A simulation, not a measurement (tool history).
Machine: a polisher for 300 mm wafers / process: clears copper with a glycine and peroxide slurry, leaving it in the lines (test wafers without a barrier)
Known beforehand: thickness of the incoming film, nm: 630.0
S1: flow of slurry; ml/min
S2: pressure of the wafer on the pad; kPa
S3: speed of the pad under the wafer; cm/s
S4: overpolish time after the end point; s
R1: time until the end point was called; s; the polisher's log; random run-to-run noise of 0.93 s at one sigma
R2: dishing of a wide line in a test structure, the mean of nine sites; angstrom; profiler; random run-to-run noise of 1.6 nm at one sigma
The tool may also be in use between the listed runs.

run,hour,S1,S2,S3,S4,R1,R2
1,0,285,15.9,90,11,121.66,432.57
2,1.4,285,15.9,68,11,149.39,358.28
3,2.5,285,17.9,68,13,138.06,453.65
4,5.8,285,17.9,58,13,154.24,398.06
5,7.6,285,20,58,13,144.76,447.89
6,12.1,285,21.4,62,14,131.2,502.48
7,20.3,285,22.8,64,15,123.98,579.73
8,25.3,285,22.8,64,15,121.74,570.06
9,32.5,285,23.4,64,16,120.12,625
10,41.2,285,24.1,66,16,114.33,644.96

What will run 11 give?
11,47.5,290,24.8,66,17,?,?

Run 11 measured R1 113.03 s, R2 666.95 angstrom.

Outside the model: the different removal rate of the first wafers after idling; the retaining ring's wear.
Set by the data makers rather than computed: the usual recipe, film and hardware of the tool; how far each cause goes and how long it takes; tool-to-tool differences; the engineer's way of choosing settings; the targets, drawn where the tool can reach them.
